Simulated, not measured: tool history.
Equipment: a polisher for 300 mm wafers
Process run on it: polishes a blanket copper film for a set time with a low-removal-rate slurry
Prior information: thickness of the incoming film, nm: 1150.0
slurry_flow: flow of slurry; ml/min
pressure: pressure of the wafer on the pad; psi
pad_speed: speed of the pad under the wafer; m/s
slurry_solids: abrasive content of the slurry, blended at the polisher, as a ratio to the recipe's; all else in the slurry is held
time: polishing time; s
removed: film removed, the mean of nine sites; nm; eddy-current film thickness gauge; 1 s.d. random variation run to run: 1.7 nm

| run | hour | slurry_flow | pressure | pad_speed | slurry_solids | time | removed |
|---|---|---|---|---|---|---|---|
| 1 | 0 | 210 | 1.8 | 1.38 | 1 | 91 | 184.23 |
| 2 | 8.7 | 260 | 1.8 | 1.38 | 1 | 91 | 191.4 |
| 3 | 11.2 | 260 | 1.8 | 1.38 | 1.2 | 91 | 198.97 |
| 4 | 17.3 | 265 | 1.9 | 1.38 | 1.2 | 91 | 211.02 |
| 5 | 21.9 | 265 | 2.2 | 1.38 | 1.2 | 91 | 241.19 |
| 6 | 24.4 | 270 | 2.2 | 1.38 | 1.2 | 91 | 242.95 |

Estimate the outcome of run 7 from the log above:
| 7 | 27.4 | 275 | 2.2 | 1.38 | 1.2 | 91 | ? |

{"run 7": {"removed": 246.09}}
